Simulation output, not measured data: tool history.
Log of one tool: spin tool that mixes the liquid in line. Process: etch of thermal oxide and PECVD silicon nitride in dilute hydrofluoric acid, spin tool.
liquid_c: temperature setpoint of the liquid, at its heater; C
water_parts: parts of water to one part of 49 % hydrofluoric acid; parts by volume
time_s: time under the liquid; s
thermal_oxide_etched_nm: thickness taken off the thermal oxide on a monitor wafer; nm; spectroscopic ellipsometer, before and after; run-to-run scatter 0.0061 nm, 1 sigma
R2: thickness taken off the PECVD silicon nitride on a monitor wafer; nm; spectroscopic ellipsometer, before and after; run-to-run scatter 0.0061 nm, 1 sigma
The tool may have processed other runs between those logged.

run 1 hour=0 | liquid_c=24 water_parts=255 time_s=180 | thermal_oxide_etched_nm=2.9491 R2=1.2376
run 2 hour=2.7 | liquid_c=22.5 water_parts=295 time_s=160 | thermal_oxide_etched_nm=2.1064 R2=0.83036
run 3 hour=8.9 | liquid_c=22 water_parts=335 time_s=145 | thermal_oxide_etched_nm=1.5638 R2=0.65593
run 4 hour=11.1 | liquid_c=21 water_parts=360 time_s=135 | thermal_oxide_etched_nm=1.2596 R2=0.55636
run 5 hour=12.2 | liquid_c=23 water_parts=360 time_s=135 | thermal_oxide_etched_nm=1.3582 R2=0.60204
run 6 hour=18.9 | liquid_c=23 water_parts=405 time_s=135 | thermal_oxide_etched_nm=1.1846 R2=0.54818
run 7 hour=20.6 | liquid_c=21.5 water_parts=405 time_s=120 | thermal_oxide_etched_nm=0.98985 R2=0.44822
run 8 hour=24.6 | liquid_c=20.5 water_parts=410 time_s=110 | thermal_oxide_etched_nm=0.86258 R2=0.36236
run 9 hour=30.3 | liquid_c=19.5 water_parts=415 time_s=110 | thermal_oxide_etched_nm=0.81576 R2=0.32702
run 10 hour=33.6 | liquid_c=19 water_parts=425 time_s=110 | thermal_oxide_etched_nm=0.7762 R2=0.33122
run 11 hour=39.9 | liquid_c=18.5 water_parts=425 time_s=105 | thermal_oxide_etched_nm=0.73305 R2=0.31736
run 12 hour=42 | liquid_c=18 water_parts=420 time_s=100 | thermal_oxide_etched_nm=0.70509 R2=0.29267
run 13 hour=43.6 | liquid_c=18 water_parts=420 time_s=95 | thermal_oxide_etched_nm=0.66853 R2=0.26857
run 14 hour=45.9 | liquid_c=18 water_parts=415 time_s=90 | thermal_oxide_etched_nm=0.63096 R2=0.26366

Forecast run 15:
run 15 hour=50.9 | liquid_c=18 water_parts=410 time_s=90 | thermal_oxide_etched_nm=? R2=?

{"run 15": {"thermal_oxide_etched_nm": 0.651, "R2": 0.25124}}
